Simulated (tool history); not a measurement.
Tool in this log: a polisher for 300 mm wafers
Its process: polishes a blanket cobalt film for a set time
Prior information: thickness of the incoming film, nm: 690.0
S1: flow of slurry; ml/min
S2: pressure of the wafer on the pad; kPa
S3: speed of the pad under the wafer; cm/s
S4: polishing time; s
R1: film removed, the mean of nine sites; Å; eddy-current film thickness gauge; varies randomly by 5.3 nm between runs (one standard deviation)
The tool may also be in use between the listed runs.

run	hour	S1	S2	S3	S4	R1
1	0	200	11	122	64	2634.8
2	4.3	200	8.3	122	64	2042
3	4.9	200	9.7	124	64	2406.1
4	11.2	200	11	124	64	2665.7
5	13.2	200	11	96	64	2291
6	17.7	200	12.4	98	64	2550.6

What will run 7 give?
7	26.4	200	13.1	100	64	?

{"run 7": {"R1": 2745.6}}
